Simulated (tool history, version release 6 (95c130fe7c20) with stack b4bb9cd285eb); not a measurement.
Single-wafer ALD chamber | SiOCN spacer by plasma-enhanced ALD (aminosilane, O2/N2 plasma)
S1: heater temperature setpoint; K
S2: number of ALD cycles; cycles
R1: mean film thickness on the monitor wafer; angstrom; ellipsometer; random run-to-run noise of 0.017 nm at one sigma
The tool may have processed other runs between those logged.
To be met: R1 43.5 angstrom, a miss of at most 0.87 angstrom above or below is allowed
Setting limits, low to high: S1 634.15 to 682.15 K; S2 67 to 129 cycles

run	day	S1	S2	R1
1	0	658.15	98	60.018
2	0.246	668.15	98	60.167
3	0.475	668.15	91	55.595
4	0.662	668.15	86	52.665
5	0.688	668.15	82	49.954
6	0.996	677.15	82	49.823
7	1.188	677.15	79	47.996
8	1.329	677.15	68	41.444
9	1.542	677.15	69	42.376
10	1.7	677.15	70	42.279

Next run, 4 choices. One meets every target within its allowed miss, the rest don't. Which?
A	1.858	682.15	68	?
B	1.858	677.15	72	?
C	1.858	676.15	67	?
D	1.858	668.15	67	?

move	R1
A	40.915
B	43.905
C	40.964
D	41.068
A: further off than the last run
B: every result lands within tolerance
C: further off than the last run
D: further off than the last run
Go with B: it meets all targets.
